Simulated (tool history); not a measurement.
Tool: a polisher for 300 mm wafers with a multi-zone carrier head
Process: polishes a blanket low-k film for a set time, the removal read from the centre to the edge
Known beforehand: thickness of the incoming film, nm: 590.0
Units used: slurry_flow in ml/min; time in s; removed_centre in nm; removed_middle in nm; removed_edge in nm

run  hour  slurry_flow  centre_zone  middle_zone  edge_zone  slurry_solids  time  removed_centre  removed_middle  removed_edge
  1   0.0          245         1.00         1.00       1.00           1.00    69          21.623          20.599        21.795
  2   3.1          245         1.00         1.00       1.00           1.00    59          18.656          17.733        18.091
  3   7.5          255         1.02         1.01       0.96           1.00    59          19.134          18.284        17.931
  4  14.0          255         1.02         1.05       0.96           1.00    59          19.161          18.119        18.117
  5  17.0          255         1.02         1.05       0.96           1.00    46          14.814          14.602        14.119
  6  23.9          275         1.05         1.08       0.95           1.10    46          16.213          15.676        14.721
  7  30.2          285         1.07         1.10       0.96           1.15    46          17.068          16.004        15.162

Expected results for the next run?
  8  32.1          290         1.08         1.12       0.95           1.20    46               ?               ?             ?

removed_centre: 17.384 nm
removed_middle: 16.699 nm
removed_edge: 15.426 nm

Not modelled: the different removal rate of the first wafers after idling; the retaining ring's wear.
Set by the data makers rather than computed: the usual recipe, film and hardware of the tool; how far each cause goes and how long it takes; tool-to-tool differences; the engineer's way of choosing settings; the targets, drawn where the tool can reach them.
